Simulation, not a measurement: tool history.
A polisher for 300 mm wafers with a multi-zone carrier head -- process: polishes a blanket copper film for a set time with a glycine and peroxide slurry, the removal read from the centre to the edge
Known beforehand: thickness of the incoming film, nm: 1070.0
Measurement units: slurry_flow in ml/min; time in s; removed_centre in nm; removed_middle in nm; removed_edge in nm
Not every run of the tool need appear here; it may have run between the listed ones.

{"run": 1, "hour": 0.0, "slurry_flow": 155, "centre_zone": 1.0, "middle_zone": 1.0, "edge_zone": 1.0, "time": 59, "removed_centre": 286.06, "removed_middle": 279.58, "removed_edge": 285.51}
{"run": 2, "hour": 6.3, "slurry_flow": 155, "centre_zone": 1.0, "middle_zone": 1.0, "edge_zone": 1.0, "time": 49, "removed_centre": 236.3, "removed_middle": 230.65, "removed_edge": 229.29}
{"run": 3, "hour": 9.8, "slurry_flow": 170, "centre_zone": 1.04, "middle_zone": 1.04, "edge_zone": 1.03, "time": 52, "removed_centre": 257.74, "removed_middle": 257.22, "removed_edge": 256.69}
{"run": 4, "hour": 10.7, "slurry_flow": 195, "centre_zone": 1.04, "middle_zone": 1.04, "edge_zone": 1.03, "time": 52, "removed_centre": 263.66, "removed_middle": 260.24, "removed_edge": 254.13}
{"run": 5, "hour": 15.9, "slurry_flow": 195, "centre_zone": 1.08, "middle_zone": 1.04, "edge_zone": 1.03, "time": 52, "removed_centre": 281.37, "removed_middle": 259.09, "removed_edge": 251.38}
{"run": 6, "hour": 20.5, "slurry_flow": 195, "centre_zone": 1.08, "middle_zone": 1.04, "edge_zone": 1.03, "time": 39, "removed_centre": 210.83, "removed_middle": 196.41, "removed_edge": 192.5}
{"run": 7, "hour": 21.3, "slurry_flow": 200, "centre_zone": 1.11, "middle_zone": 1.07, "edge_zone": 1.05, "time": 45, "removed_centre": 244.07, "removed_middle": 232.41, "removed_edge": 220.77}
{"run": 8, "hour": 23.2, "slurry_flow": 205, "centre_zone": 1.13, "middle_zone": 1.08, "edge_zone": 1.07, "time": 50, "removed_centre": 284.31, "removed_middle": 262.03, "removed_edge": 249.59}
{"run": 9, "hour": 30.9, "slurry_flow": 210, "centre_zone": 1.14, "middle_zone": 1.1, "edge_zone": 1.09, "time": 53, "removed_centre": 300.08, "removed_middle": 277.91, "removed_edge": 270.95}
{"run": 10, "hour": 35.0, "slurry_flow": 215, "centre_zone": 1.15, "middle_zone": 1.12, "edge_zone": 1.09, "time": 56, "removed_centre": 322.24, "removed_middle": 296.51, "removed_edge": 285.81}
{"run": 11, "hour": 42.6, "slurry_flow": 220, "centre_zone": 1.16, "middle_zone": 1.14, "edge_zone": 1.09, "time": 58, "removed_centre": 346.68, "removed_middle": 313.24, "removed_edge": 298.52}
{"run": 12, "hour": 51.5, "slurry_flow": 225, "centre_zone": 1.15, "middle_zone": 1.15, "edge_zone": 1.09, "time": 60, "removed_centre": 348.29, "removed_middle": 326.53, "removed_edge": 308.84}
{"run": 13, "hour": 56.9, "slurry_flow": 225, "centre_zone": 1.16, "middle_zone": 1.16, "edge_zone": 1.09, "time": 62, "removed_centre": 362.17, "removed_middle": 343.14, "removed_edge": 318.08}
{"run": 14, "hour": 61.6, "slurry_flow": 230, "centre_zone": 1.17, "middle_zone": 1.17, "edge_zone": 1.1, "time": 63, "removed_centre": 372.47, "removed_middle": 346.06, "removed_edge": 321.25}

Run 15, settings as shown, results not yet in. Your forecast:
{"run": 15, "hour": 70.0, "slurry_flow": 230, "centre_zone": 1.17, "middle_zone": 1.17, "edge_zone": 1.1, "time": 63, "removed_centre": "?", "removed_middle": "?", "removed_edge": "?"}

Run 15 produced removed_centre 368.56 nm, removed_middle 347.52 nm, removed_edge 323.33 nm.
